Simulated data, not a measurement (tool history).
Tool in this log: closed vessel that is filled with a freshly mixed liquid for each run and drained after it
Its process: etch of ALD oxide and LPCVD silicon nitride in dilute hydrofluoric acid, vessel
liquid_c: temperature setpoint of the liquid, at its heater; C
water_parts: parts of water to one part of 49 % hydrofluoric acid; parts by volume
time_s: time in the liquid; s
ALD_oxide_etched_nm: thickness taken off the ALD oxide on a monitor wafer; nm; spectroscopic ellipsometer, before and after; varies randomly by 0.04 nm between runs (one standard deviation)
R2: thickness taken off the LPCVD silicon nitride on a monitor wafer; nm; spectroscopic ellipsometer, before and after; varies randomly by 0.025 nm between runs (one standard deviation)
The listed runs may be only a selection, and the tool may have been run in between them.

Run 1, hour 0.0: liquid_c 25.0 C, water_parts 185 parts by volume, time_s 205 s. Result: ALD_oxide_etched_nm 16.624 nm, R2 0.57224 nm.
Run 2, hour 1.5: liquid_c 22.5 C, water_parts 200 parts by volume, time_s 205 s. Result: ALD_oxide_etched_nm 13.722 nm, R2 0.45725 nm.
Run 3, hour 7.2: liquid_c 21.0 C, water_parts 210 parts by volume, time_s 205 s. Result: ALD_oxide_etched_nm 12.267 nm, R2 0.38659 nm.
Run 4, hour 11.0: liquid_c 19.5 C, water_parts 210 parts by volume, time_s 205 s. Result: ALD_oxide_etched_nm 11.579 nm, R2 0.38765 nm.
Run 5, hour 15.6: liquid_c 18.5 C, water_parts 215 parts by volume, time_s 205 s. Result: ALD_oxide_etched_nm 10.840 nm, R2 0.35256 nm.
Run 6, hour 20.6: liquid_c 18.0 C, water_parts 215 parts by volume, time_s 205 s. Result: ALD_oxide_etched_nm 10.614 nm, R2 0.33916 nm.

Estimate the outcome of run 7 from the log above:
Run 7, hour 25.9: liquid_c 17.5 C, water_parts 220 parts by volume, time_s 205 s. Result: ALD_oxide_etched_nm ?, R2 ?.

Run 7 measured ALD_oxide_etched_nm 10.075 nm, R2 0.30263 nm.

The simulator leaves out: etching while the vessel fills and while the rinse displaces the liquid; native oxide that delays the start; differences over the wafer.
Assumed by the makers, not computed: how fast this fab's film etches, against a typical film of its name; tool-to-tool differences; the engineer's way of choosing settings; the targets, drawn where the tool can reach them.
